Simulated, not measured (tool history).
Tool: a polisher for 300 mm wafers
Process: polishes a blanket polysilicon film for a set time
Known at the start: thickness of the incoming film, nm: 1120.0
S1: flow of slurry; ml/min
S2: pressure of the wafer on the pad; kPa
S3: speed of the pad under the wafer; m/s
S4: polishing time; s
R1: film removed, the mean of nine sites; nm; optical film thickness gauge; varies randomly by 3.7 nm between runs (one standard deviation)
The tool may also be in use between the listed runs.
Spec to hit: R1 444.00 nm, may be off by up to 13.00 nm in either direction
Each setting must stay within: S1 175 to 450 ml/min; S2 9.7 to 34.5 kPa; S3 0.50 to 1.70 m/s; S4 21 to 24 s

| run | day | S1 | S2 | S3 | S4 | R1 |
|---|---|---|---|---|---|---|
| 1 | 0.000 | 290 | 22.1 | 1.10 | 24 | 268.31 |
| 2 | 0.262 | 290 | 22.1 | 1.32 | 24 | 307.33 |
| 3 | 0.438 | 290 | 23.4 | 1.32 | 24 | 333.00 |
| 4 | 0.725 | 250 | 23.4 | 1.32 | 24 | 324.18 |
| 5 | 1.067 | 290 | 23.4 | 1.32 | 24 | 330.01 |
| 6 | 1.100 | 290 | 23.4 | 1.32 | 21 | 286.97 |
| 7 | 1.392 | 290 | 23.4 | 1.32 | 21 | 292.21 |
| 8 | 1.621 | 290 | 24.8 | 1.32 | 21 | 308.11 |
| 9 | 1.992 | 290 | 26.2 | 1.32 | 21 | 319.84 |
| 10 | 2.300 | 290 | 27.6 | 1.34 | 21 | 339.10 |
| 11 | 2.658 | 290 | 28.3 | 1.36 | 21 | 354.57 |
| 12 | 2.904 | 290 | 29.0 | 1.36 | 21 | 361.44 |
| 13 | 2.992 | 295 | 34.5 | 1.36 | 21 | 433.99 |

Which of these 4 next moves meets every target?
| A | 3.079 | 320 | 32.4 | 1.36 | 21 | ? |
| B | 3.079 | 255 | 27.6 | 1.70 | 21 | ? |
| C | 3.079 | 290 | 34.5 | 1.24 | 22 | ? |
| D | 3.079 | 290 | 34.5 | 1.26 | 23 | ? |

| move | R1 |
|---|---|
| A | 413.24 |
| B | 419.30 |
| C | 421.27 |
| D | 446.44 |
A: lands further from the targets than the last run did
B: lands further from the targets than the last run did
C: lands further from the targets than the last run did
D: hits every target within its allowed miss
So the answer is move D, the one that meets all the targets.

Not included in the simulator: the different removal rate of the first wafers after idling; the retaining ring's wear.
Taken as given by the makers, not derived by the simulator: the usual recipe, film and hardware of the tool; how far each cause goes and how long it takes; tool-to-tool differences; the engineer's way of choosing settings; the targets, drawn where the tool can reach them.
